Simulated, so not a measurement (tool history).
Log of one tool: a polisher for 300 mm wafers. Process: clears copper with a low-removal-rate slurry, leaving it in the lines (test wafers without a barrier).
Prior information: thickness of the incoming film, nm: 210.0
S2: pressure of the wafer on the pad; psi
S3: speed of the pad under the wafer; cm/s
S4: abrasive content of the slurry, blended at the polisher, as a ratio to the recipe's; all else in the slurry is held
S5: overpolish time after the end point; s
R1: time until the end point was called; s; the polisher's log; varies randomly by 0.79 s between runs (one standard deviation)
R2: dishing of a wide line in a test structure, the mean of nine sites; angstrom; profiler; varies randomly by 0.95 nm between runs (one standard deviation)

run 1 hour=0.0 | flow_of_slurry_(ml/min)=205 S2=2.6 S3=90 S4=1.0 S5=29 | R1=77.460 R2=566.78
run 2 hour=1.5 | flow_of_slurry_(ml/min)=205 S2=2.6 S3=90 S4=0.9 S5=29 | R1=80.410 R2=540.68
run 3 hour=6.4 | flow_of_slurry_(ml/min)=205 S2=2.3 S3=90 S4=0.9 S5=29 | R1=89.477 R2=491.28
run 4 hour=12.4 | flow_of_slurry_(ml/min)=205 S2=2.3 S3=98 S4=0.9 S5=29 | R1=82.598 R2=529.41
run 5 hour=16.2 | flow_of_slurry_(ml/min)=205 S2=2.5 S3=98 S4=0.9 S5=25 | R1=74.898 R2=490.62
run 6 hour=18.1 | flow_of_slurry_(ml/min)=205 S2=2.6 S3=98 S4=0.9 S5=23 | R1=72.795 R2=486.29
run 7 hour=26.9 | flow_of_slurry_(ml/min)=205 S2=2.7 S3=98 S4=0.9 S5=20 | R1=70.634 R2=417.19

Run 8, settings as shown, results not yet in. Your forecast:
run 8 hour=35.4 | flow_of_slurry_(ml/min)=205 S2=2.8 S3=98 S4=0.9 S5=19 | R1=? R2=?

R1: 69.339 s
R2: 417.78 angstrom

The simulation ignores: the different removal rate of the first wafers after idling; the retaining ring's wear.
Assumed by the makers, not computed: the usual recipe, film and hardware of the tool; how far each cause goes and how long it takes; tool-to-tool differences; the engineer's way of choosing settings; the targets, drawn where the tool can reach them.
